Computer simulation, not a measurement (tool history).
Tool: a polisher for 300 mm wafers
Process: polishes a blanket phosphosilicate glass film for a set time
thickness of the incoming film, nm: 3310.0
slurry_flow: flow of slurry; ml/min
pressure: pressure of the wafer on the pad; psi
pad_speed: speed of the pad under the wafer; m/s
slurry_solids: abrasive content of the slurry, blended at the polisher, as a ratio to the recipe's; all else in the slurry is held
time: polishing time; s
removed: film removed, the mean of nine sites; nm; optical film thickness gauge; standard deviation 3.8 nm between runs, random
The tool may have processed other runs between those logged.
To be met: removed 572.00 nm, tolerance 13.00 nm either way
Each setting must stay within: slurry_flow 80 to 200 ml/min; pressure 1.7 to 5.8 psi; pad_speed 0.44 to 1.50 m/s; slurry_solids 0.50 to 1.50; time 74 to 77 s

| run | hour | slurry_flow | pressure | pad_speed | slurry_solids | time | removed |
|---|---|---|---|---|---|---|---|
| 1 | 0.0 | 130 | 3.7 | 0.96 | 1.00 | 74 | 861.29 |
| 2 | 3.6 | 130 | 4.2 | 0.96 | 1.00 | 74 | 977.49 |
| 3 | 6.8 | 120 | 3.7 | 0.96 | 1.00 | 74 | 865.45 |
| 4 | 12.0 | 105 | 3.7 | 0.96 | 1.00 | 74 | 830.21 |
| 5 | 13.3 | 100 | 3.4 | 0.96 | 1.00 | 74 | 768.22 |
| 6 | 17.6 | 100 | 3.4 | 0.82 | 1.00 | 74 | 672.92 |
| 7 | 22.0 | 95 | 3.3 | 0.82 | 1.00 | 74 | 646.40 |
| 8 | 30.0 | 95 | 3.2 | 0.82 | 1.00 | 74 | 638.46 |
| 9 | 34.1 | 95 | 3.1 | 0.82 | 1.00 | 74 | 609.73 |
| 10 | 35.6 | 95 | 3.1 | 0.82 | 1.00 | 74 | 613.81 |
| 11 | 41.5 | 95 | 3.0 | 0.82 | 1.00 | 74 | 592.51 |

Exactly one of the 5 candidate moves below puts every result within its allowed miss. Which one?
| A | 47.4 | 150 | 2.4 | 0.88 | 0.95 | 75 | ? |
| B | 47.4 | 80 | 3.3 | 1.00 | 0.70 | 77 | ? |
| C | 47.4 | 80 | 3.1 | 0.82 | 1.10 | 74 | ? |
| D | 47.4 | 80 | 2.9 | 0.84 | 0.95 | 74 | ? |
| E | 47.4 | 90 | 2.9 | 0.80 | 1.10 | 74 | ? |

| move | removed |
|---|---|
| A | 572.84 |
| B | 544.37 |
| C | 620.97 |
| D | 543.06 |
| E | 598.52 |
A: every result lands within tolerance
B: moves the result that the last run missed by most past its target, out the other side
C: its largest miss is bigger than the last run's
D: moves the result that the last run missed by most past its target, out the other side
E: its largest miss is bigger than the last run's
Go with A: it meets all targets.

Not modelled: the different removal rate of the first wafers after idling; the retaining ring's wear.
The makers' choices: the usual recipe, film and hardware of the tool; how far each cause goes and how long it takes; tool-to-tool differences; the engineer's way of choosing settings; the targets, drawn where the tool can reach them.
